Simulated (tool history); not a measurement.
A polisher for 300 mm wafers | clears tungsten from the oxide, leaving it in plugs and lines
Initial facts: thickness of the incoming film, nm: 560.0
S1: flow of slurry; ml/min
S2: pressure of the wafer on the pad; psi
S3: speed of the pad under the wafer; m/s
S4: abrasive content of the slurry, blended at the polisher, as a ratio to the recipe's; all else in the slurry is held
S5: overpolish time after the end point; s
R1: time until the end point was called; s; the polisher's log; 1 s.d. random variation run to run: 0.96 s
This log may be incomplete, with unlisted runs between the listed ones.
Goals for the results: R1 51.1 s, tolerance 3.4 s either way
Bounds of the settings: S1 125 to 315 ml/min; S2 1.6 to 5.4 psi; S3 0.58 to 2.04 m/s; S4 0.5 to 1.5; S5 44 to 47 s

Run 1, hour 0: S1 205 ml/min, S2 3.5 psi, S3 1.3 m/s, S4 1, S5 44 s. Result: R1 94.774 s.
Run 2, hour 6.7: S1 255 ml/min, S2 3.5 psi, S3 1.3 m/s, S4 1, S5 44 s. Result: R1 90.324 s.
Run 3, hour 8.2: S1 255 ml/min, S2 3.5 psi, S3 1.3 m/s, S4 1.15, S5 44 s. Result: R1 88.456 s.
Run 4, hour 16.5: S1 255 ml/min, S2 3.5 psi, S3 1.3 m/s, S4 1.15, S5 44 s. Result: R1 90.471 s.
Run 5, hour 25.1: S1 255 ml/min, S2 3.7 psi, S3 1.32 m/s, S4 1.15, S5 44 s. Result: R1 80.071 s.
Run 6, hour 28.3: S1 255 ml/min, S2 3.7 psi, S3 1.32 m/s, S4 0.95, S5 44 s. Result: R1 85.889 s.
Run 7, hour 33.8: S1 255 ml/min, S2 3.9 psi, S3 1.34 m/s, S4 0.95, S5 44 s. Result: R1 79.228 s.
Run 8, hour 36.6: S1 255 ml/min, S2 4.1 psi, S3 1.34 m/s, S4 0.95, S5 44 s. Result: R1 78.326 s.
Run 9, hour 45.2: S1 255 ml/min, S2 4.3 psi, S3 1.38 m/s, S4 0.95, S5 44 s. Result: R1 73.232 s.
Run 10, hour 47.5: S1 255 ml/min, S2 4.4 psi, S3 1.4 m/s, S4 0.95, S5 44 s. Result: R1 68.02 s.
Run 11, hour 51.4: S1 255 ml/min, S2 4.5 psi, S3 1.42 m/s, S4 0.95, S5 44 s. Result: R1 70.555 s.
Run 12, hour 54.6: S1 255 ml/min, S2 4.6 psi, S3 1.46 m/s, S4 0.95, S5 44 s. Result: R1 65.028 s.
Run 13, hour 55.8: S1 255 ml/min, S2 4.7 psi, S3 1.48 m/s, S4 0.95, S5 44 s. Result: R1 62.719 s.
Run 14, hour 64.7: S1 255 ml/min, S2 4.7 psi, S3 1.48 m/s, S4 0.95, S5 44 s. Result: R1 64.296 s.

Which one of the following 4 next-run settings gets every result inside its allowed miss? There is exactly one.
Run A, hour 73.6: S1 290 ml/min, S2 4.5 psi, S3 1.54 m/s, S4 1.1, S5 44 s. Result: R1 ?.
Run B, hour 73.6: S1 280 ml/min, S2 4.6 psi, S3 1.68 m/s, S4 0.85, S5 44 s. Result: R1 ?.
Run C, hour 73.6: S1 255 ml/min, S2 5.1 psi, S3 1.48 m/s, S4 1.05, S5 44 s. Result: R1 ?.
Run D, hour 73.6: S1 265 ml/min, S2 5.4 psi, S3 1.54 m/s, S4 1, S5 47 s. Result: R1 ?.

move      R1
   A  60.333
   B  58.166
   C  57.273
   D   52.67
A: closes in on the targets versus the last run, not all within tolerance yet
B: closes in on the targets versus the last run, not all within tolerance yet
C: closes in on the targets versus the last run, not all within tolerance yet
D: every result within its allowed miss
So the answer is move D, the one that meets all the targets.

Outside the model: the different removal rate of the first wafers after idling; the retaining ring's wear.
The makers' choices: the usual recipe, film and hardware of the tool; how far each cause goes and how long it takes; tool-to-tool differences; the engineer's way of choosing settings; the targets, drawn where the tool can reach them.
